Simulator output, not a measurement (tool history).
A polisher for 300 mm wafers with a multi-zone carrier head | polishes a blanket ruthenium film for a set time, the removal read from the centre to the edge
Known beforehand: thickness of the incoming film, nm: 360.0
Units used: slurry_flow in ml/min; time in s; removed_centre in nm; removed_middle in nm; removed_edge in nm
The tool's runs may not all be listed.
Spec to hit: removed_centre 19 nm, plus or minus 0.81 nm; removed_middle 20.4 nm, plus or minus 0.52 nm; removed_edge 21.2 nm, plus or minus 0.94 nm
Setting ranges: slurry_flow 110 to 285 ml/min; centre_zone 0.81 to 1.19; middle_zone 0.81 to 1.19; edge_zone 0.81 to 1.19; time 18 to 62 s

Run 1, hour 0: slurry_flow 180 ml/min, centre_zone 1, middle_zone 1, edge_zone 1, time 40 s. Result: removed_centre 35.262 nm, removed_middle 35.975 nm, removed_edge 35.764 nm.
Run 2, hour 7.8: slurry_flow 155 ml/min, centre_zone 1, middle_zone 1, edge_zone 1, time 40 s. Result: removed_centre 34.824 nm, removed_middle 35.56 nm, removed_edge 35.487 nm.
Run 3, hour 11.8: slurry_flow 155 ml/min, centre_zone 1, middle_zone 1.05, edge_zone 1, time 40 s. Result: removed_centre 34.385 nm, removed_middle 37.266 nm, removed_edge 34.457 nm.
Run 4, hour 12.8: slurry_flow 150 ml/min, centre_zone 0.97, middle_zone 1.01, edge_zone 0.97, time 34 s. Result: removed_centre 27.735 nm, removed_middle 30.075 nm, removed_edge 28.633 nm.
Run 5, hour 17.3: slurry_flow 145 ml/min, centre_zone 0.94, middle_zone 0.96, edge_zone 0.93, time 31 s. Result: removed_centre 25.034 nm, removed_middle 26.197 nm, removed_edge 26.063 nm.
Run 6, hour 19.8: slurry_flow 145 ml/min, centre_zone 0.94, middle_zone 0.96, edge_zone 0.93, time 23 s. Result: removed_centre 18.799 nm, removed_middle 19.917 nm, removed_edge 19.676 nm.
Run 7, hour 24.2: slurry_flow 150 ml/min, centre_zone 0.93, middle_zone 0.96, edge_zone 0.95, time 23 s. Result: removed_centre 18.204 nm, removed_middle 19.551 nm, removed_edge 19.53 nm.
Run 8, hour 31.9: slurry_flow 150 ml/min, centre_zone 0.93, middle_zone 0.96, edge_zone 0.95, time 23 s. Result: removed_centre 18.477 nm, removed_middle 19.85 nm, removed_edge 19.456 nm.

Which single option among these 5 for the next run brings every result within its allowed miss of target? Just one does.
Run A, hour 39.6: slurry_flow 110 ml/min, centre_zone 0.85, middle_zone 0.88, edge_zone 1, time 27 s. Result: removed_centre ?, removed_middle ?, removed_edge ?.
Run B, hour 39.6: slurry_flow 170 ml/min, centre_zone 0.87, middle_zone 0.89, edge_zone 0.92, time 25 s. Result: removed_centre ?, removed_middle ?, removed_edge ?.
Run C, hour 39.6: slurry_flow 140 ml/min, centre_zone 1.04, middle_zone 1.02, edge_zone 0.91, time 21 s. Result: removed_centre ?, removed_middle ?, removed_edge ?.
Run D, hour 39.6: slurry_flow 160 ml/min, centre_zone 0.96, middle_zone 0.94, edge_zone 0.93, time 23 s. Result: removed_centre ?, removed_middle ?, removed_edge ?.
Run E, hour 39.6: slurry_flow 140 ml/min, centre_zone 0.98, middle_zone 0.85, edge_zone 0.96, time 25 s. Result: removed_centre ?, removed_middle ?, removed_edge ?.

move  removed_centre  removed_middle  removed_edge
   A          18.684          20.662        22.841
   B          18.959          20.512        21.223
   C          18.541           18.81        17.382
   D          19.102          19.587          19.5
   E          20.765          19.237        21.265
A: pushes the last run's worst result past its target
B: every result lands within tolerance
C: misses by more than the last run did
D: no better and no worse than the last run
E: corrects the largest miss of the last run, while another result sits out of spec
Go with B: it meets all targets.

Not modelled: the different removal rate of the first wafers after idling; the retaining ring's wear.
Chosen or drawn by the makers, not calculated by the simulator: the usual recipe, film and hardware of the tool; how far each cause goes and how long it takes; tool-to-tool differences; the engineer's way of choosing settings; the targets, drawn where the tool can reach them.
